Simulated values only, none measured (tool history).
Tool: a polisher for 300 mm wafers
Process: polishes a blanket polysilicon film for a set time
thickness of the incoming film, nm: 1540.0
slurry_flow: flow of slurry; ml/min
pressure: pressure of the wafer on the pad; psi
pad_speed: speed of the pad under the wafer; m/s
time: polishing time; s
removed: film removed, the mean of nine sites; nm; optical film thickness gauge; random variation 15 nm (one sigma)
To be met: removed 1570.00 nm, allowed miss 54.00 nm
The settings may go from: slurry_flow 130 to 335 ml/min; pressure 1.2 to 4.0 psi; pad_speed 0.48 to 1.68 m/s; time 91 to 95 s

run 1 hour=0.0 | slurry_flow=215 pressure=2.6 pad_speed=1.08 time=91 | removed=866.46
run 2 hour=7.0 | slurry_flow=215 pressure=2.6 pad_speed=0.82 time=91 | removed=665.01
run 3 hour=15.0 | slurry_flow=215 pressure=2.8 pad_speed=0.88 time=91 | removed=752.30
run 4 hour=18.4 | slurry_flow=190 pressure=2.8 pad_speed=0.88 time=91 | removed=735.06
run 5 hour=26.9 | slurry_flow=190 pressure=2.3 pad_speed=0.88 time=91 | removed=620.41
run 6 hour=33.8 | slurry_flow=190 pressure=1.8 pad_speed=0.88 time=91 | removed=497.93
run 7 hour=41.5 | slurry_flow=195 pressure=2.2 pad_speed=0.92 time=91 | removed=622.42
run 8 hour=49.1 | slurry_flow=200 pressure=2.5 pad_speed=0.96 time=91 | removed=731.15
run 9 hour=51.6 | slurry_flow=205 pressure=2.8 pad_speed=0.98 time=91 | removed=812.49
run 10 hour=54.3 | slurry_flow=215 pressure=3.0 pad_speed=1.02 time=91 | removed=931.24
run 11 hour=56.6 | slurry_flow=220 pressure=3.2 pad_speed=1.04 time=91 | removed=992.42
run 12 hour=61.8 | slurry_flow=225 pressure=3.3 pad_speed=1.08 time=91 | removed=1064.30
run 13 hour=65.4 | slurry_flow=225 pressure=3.3 pad_speed=1.08 time=91 | removed=1051.10
run 14 hour=72.4 | slurry_flow=235 pressure=4.0 pad_speed=1.24 time=91 | removed=1453.40
run 15 hour=78.2 | slurry_flow=240 pressure=4.0 pad_speed=1.26 time=91 | removed=1484.20
run 16 hour=81.2 | slurry_flow=240 pressure=4.0 pad_speed=1.28 time=91 | removed=1490.40

4 next moves are on the table. One of them brings every result within its allowed miss. Which?
run A hour=84.2 | slurry_flow=265 pressure=3.4 pad_speed=1.40 time=91 | removed=?
run B hour=84.2 | slurry_flow=285 pressure=3.9 pad_speed=1.18 time=93 | removed=?
run C hour=84.2 | slurry_flow=215 pressure=3.9 pad_speed=1.32 time=95 | removed=?
run D hour=84.2 | slurry_flow=235 pressure=3.8 pad_speed=1.22 time=93 | removed=?

move=A removed=1428.20
move=B removed=1409.90
move=C removed=1558.60
move=D removed=1394.30
A: further off than the last run
B: further off than the last run
C: meets every target
D: further off than the last run
The right move is C.
